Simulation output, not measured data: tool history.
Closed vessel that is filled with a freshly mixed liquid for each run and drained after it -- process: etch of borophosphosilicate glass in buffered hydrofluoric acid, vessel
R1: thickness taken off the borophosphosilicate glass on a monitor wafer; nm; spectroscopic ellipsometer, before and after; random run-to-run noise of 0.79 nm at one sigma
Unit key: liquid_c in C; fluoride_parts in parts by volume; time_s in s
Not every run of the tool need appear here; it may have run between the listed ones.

run 1 hour=0.0 | liquid_c=23.0 fluoride_parts=9.5 time_s=35 | R1=41.360
run 2 hour=6.3 | liquid_c=23.0 fluoride_parts=9.5 time_s=35 | R1=41.031
run 3 hour=12.4 | liquid_c=23.0 fluoride_parts=9.5 time_s=35 | R1=40.701
run 4 hour=20.3 | liquid_c=23.0 fluoride_parts=11.5 time_s=35 | R1=34.543
run 5 hour=22.7 | liquid_c=25.0 fluoride_parts=10.0 time_s=35 | R1=44.693
run 6 hour=26.9 | liquid_c=25.0 fluoride_parts=10.0 time_s=30 | R1=38.570
run 7 hour=35.7 | liquid_c=25.0 fluoride_parts=10.0 time_s=30 | R1=37.933
run 8 hour=43.2 | liquid_c=26.5 fluoride_parts=8.5 time_s=30 | R1=46.873

Expected results for the next run?
run 9 hour=48.9 | liquid_c=30.5 fluoride_parts=5.5 time_s=30 | R1=?

Run 9 gave R1 88.860 nm.
